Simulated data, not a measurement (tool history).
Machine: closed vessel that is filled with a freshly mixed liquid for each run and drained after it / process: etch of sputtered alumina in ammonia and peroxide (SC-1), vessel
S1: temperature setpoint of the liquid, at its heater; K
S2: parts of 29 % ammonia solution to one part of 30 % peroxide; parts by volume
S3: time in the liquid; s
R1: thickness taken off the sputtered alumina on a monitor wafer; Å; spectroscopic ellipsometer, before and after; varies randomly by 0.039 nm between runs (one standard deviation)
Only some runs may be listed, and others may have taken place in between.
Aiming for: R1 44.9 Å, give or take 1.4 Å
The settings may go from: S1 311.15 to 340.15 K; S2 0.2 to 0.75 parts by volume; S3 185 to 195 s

| run | hour | S1 | S2 | S3 | R1 |
|---|---|---|---|---|---|
| 1 | 0 | 324.15 | 0.45 | 185 | 84.475 |
| 2 | 1 | 319.15 | 0.45 | 185 | 64.638 |
| 3 | 9 | 317.15 | 0.45 | 185 | 57.631 |
| 4 | 14.7 | 317.15 | 0.4 | 185 | 55.684 |
| 5 | 23.4 | 315.65 | 0.4 | 185 | 51.253 |
| 6 | 28 | 320.65 | 0.4 | 185 | 69.143 |
| 7 | 34 | 318.15 | 0.4 | 185 | 60.634 |
| 8 | 43 | 316.65 | 0.4 | 185 | 54.709 |
| 9 | 47.1 | 315.65 | 0.4 | 185 | 51.615 |
| 10 | 48.6 | 314.65 | 0.4 | 185 | 48.716 |
| 11 | 56.7 | 314.15 | 0.4 | 185 | 47.329 |

Below are 5 possible settings for the next run. Only one of them brings all results inside the allowed miss of their targets. Which is it?
| A | 64.8 | 314.65 | 0.2 | 185 | ? |
| B | 64.8 | 311.15 | 0.6 | 185 | ? |
| C | 64.8 | 315.15 | 0.5 | 190 | ? |
| D | 64.8 | 313.15 | 0.5 | 195 | ? |
| E | 64.8 | 312.15 | 0.45 | 185 | ? |

| move | R1 |
|---|---|
| A | 45.182 |
| B | 40.808 |
| C | 52.154 |
| D | 47.606 |
| E | 42.141 |
A: in spec on every target
B: takes the biggest miss from the last run beyond its target
C: moves away from the targets compared with the last run
D: moves away from the targets compared with the last run
E: takes the biggest miss from the last run beyond its target
So the answer is move A, the one that meets all the targets.
